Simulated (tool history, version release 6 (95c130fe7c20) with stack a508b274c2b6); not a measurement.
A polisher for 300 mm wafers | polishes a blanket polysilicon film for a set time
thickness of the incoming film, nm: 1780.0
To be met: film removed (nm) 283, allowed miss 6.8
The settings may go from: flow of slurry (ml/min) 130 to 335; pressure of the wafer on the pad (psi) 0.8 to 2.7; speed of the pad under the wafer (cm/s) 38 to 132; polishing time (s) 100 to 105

run	hour	flow of slurry (ml/min)	pressure of the wafer on the pad (psi)	speed of the pad under the wafer (cm/s)	polishing time (s)	film removed (nm)
1	0	215	1.7	84	100	360.63
2	2	210	1.6	84	100	333.63
3	9.1	250	1.6	84	100	350.08
4	15.1	250	1.2	84	100	264
5	16.8	260	1.2	84	100	266.8
6	24.5	260	0.8	84	100	181.06
7	30.1	270	0.9	84	100	203.52
8	38	330	1.3	84	100	298.3
9	42	325	1.3	84	100	294.4
10	43.2	300	1.3	84	100	290.68
11	49.2	295	1.3	84	100	290.66
12	51.4	290	1.3	84	100	291.5
# hour 59.5: slurry nozzle cleaned
13	59.5	285	1.3	84	100	300.97
14	65.4	280	1.3	84	100	299.93
15	73.9	275	1.3	84	100	303.96
16	77.7	265	1.3	84	100	304.05

4 next moves are on the table. One of them brings every result within its allowed miss. Which?
A	81.5	310	1.4	80	105	?
B	81.5	280	1.5	62	105	?
C	81.5	285	1.4	80	103	?
D	81.5	235	1.3	86	105	?

move	film removed (nm)
A	331.35
B	282.4
C	322.5
D	319.47
A: further off than the last run
B: meets every target
C: further off than the last run
D: further off than the last run
The right move is B.
